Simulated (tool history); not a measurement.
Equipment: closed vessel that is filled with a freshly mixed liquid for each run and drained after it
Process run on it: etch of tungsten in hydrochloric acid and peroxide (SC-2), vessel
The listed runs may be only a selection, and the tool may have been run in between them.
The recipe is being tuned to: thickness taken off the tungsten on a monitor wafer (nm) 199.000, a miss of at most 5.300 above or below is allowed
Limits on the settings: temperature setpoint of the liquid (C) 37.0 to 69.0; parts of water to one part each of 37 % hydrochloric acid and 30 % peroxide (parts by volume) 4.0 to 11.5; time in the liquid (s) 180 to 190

run,hour,temperature setpoint of the liquid (C),parts of water to one part each of 37 % hydrochloric acid and 30 % peroxide (parts by volume),time in the liquid (s),thickness taken off the tungsten on a monitor wafer (nm)
1,0.0,53.0,6.5,180,60.289
2,4.2,46.5,6.5,180,38.863
3,11.4,50.5,6.5,180,51.080
4,16.8,54.0,6.5,180,63.955
5,24.0,57.0,6.5,180,79.848
6,28.3,54.5,6.5,180,66.974
7,33.7,57.0,6.5,180,78.240
8,34.6,65.0,5.0,180,155.630
9,37.2,65.0,5.0,180,159.350
10,43.3,65.5,5.0,180,164.870
11,47.0,66.0,5.0,180,166.490

4 candidate next runs follow, results not yet known. Just one meets every target within its allowed miss. Identify it.
A,50.7,69.0,5.5,190,?
B,50.7,69.0,5.0,190,?
C,50.7,67.0,4.5,180,?
D,50.7,68.0,4.5,185,?

move,thickness taken off the tungsten on a monitor wafer (nm)
A,197.350
B,211.560
C,191.630
D,209.130
A: meets every target
B: carries the result that was furthest off beyond its target, to the other side
C: an improvement on the last run, though not all results are within tolerance
D: carries the result that was furthest off beyond its target, to the other side
Go with A: it meets all targets.
